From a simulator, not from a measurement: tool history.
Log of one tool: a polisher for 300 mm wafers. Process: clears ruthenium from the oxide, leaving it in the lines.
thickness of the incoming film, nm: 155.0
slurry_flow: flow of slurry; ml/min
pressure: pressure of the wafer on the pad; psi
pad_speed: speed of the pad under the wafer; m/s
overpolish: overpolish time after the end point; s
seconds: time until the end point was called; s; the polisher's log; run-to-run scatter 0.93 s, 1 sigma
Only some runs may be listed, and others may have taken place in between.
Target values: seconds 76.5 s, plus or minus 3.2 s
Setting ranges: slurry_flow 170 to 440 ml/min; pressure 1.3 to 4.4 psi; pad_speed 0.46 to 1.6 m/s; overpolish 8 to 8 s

run    day  slurry_flow  pressure  pad_speed  overpolish  seconds
  1      0          280       2.8       1.02           8   120.65
  2  0.279          280       2.8       1.02           8   120.02
  3  0.479          280       3.2       1.02           8   109.16
  4  0.504          280       3.6       1.04           8   97.815
  5  0.792          255       3.6       1.04           8   98.873
  6   1.15          260       3.9       1.06           8   90.906
  7  1.225          265       4.1       1.08           8   86.995
  8   1.45          265       4.2        1.1           8    83.08

Pick the move, out of 4, that brings all results within their allowed miss; only one does.
  A  1.675          260       3.7       1.18           8        ?
  B  1.675          245       4.1       1.08           8        ?
  C  1.675          220       3.8       1.34           8        ?
  D  1.675          270       4.4        1.3           8        ?

move  seconds
   A       86
   B   85.401
   C   77.316
   D   68.504
A: moves away from the targets compared with the last run
B: moves away from the targets compared with the last run
C: meets every target
D: moves the result that the last run missed by most past its target, out the other side
Move C is the one to make.
